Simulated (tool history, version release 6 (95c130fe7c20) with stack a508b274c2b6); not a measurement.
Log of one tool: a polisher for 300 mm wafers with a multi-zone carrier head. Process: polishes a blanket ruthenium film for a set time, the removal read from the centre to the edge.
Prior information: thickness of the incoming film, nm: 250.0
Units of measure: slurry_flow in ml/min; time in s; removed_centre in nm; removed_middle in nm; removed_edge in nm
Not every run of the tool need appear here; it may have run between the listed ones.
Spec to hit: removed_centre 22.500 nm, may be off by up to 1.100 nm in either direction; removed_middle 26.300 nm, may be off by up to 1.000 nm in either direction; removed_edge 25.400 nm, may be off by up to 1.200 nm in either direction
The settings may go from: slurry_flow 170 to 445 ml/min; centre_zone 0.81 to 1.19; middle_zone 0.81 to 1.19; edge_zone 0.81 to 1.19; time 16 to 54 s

run	day	slurry_flow	centre_zone	middle_zone	edge_zone	time	removed_centre	removed_middle	removed_edge
1	0.000	285	1.00	1.00	1.00	35	41.639	42.625	39.904
2	0.046	275	0.95	0.98	0.99	30	34.753	36.231	34.270
3	0.404	275	0.95	0.98	0.93	30	34.639	34.693	33.578
4	0.708	275	0.95	1.03	0.93	30	34.466	36.830	33.623
5	0.754	275	0.95	1.03	0.93	33	37.510	40.300	36.566
6	0.888	275	0.95	0.97	0.93	33	37.863	38.705	36.689
7	1.112	265	0.90	0.98	0.95	29	31.947	34.441	32.289
8	1.254	255	0.87	0.97	0.99	26	26.774	30.060	29.541
9	1.367	240	0.81	0.95	0.92	21	21.043	23.648	22.422
10	1.654	260	0.82	0.96	0.95	21	21.371	23.891	23.390
11	1.812	260	0.83	0.98	0.97	21	21.643	24.722	23.878
12	1.938	260	0.84	0.99	0.99	21	21.700	24.846	23.845
# day 2.050: edge zone pressure recalibrated
13	2.050	260	0.85	1.00	1.01	21	21.772	25.009	24.878

4 candidate next runs follow, results not yet known. Just one meets every target within its allowed miss. Identify it.
A	2.162	205	0.83	1.00	0.89	23	?	?	?
B	2.162	295	0.96	0.90	1.02	21	?	?	?
C	2.162	290	0.88	0.94	1.12	20	?	?	?
D	2.162	180	0.84	1.02	0.93	21	?	?	?

move	removed_centre	removed_middle	removed_edge
A	22.599	26.379	26.274
B	24.191	22.814	26.153
C	21.394	22.502	25.958
D	20.508	24.140	24.171
A: all results land within tolerance of their targets
B: lands further from the targets than the last run did
C: lands further from the targets than the last run did
D: lands further from the targets than the last run did
A meets every target.
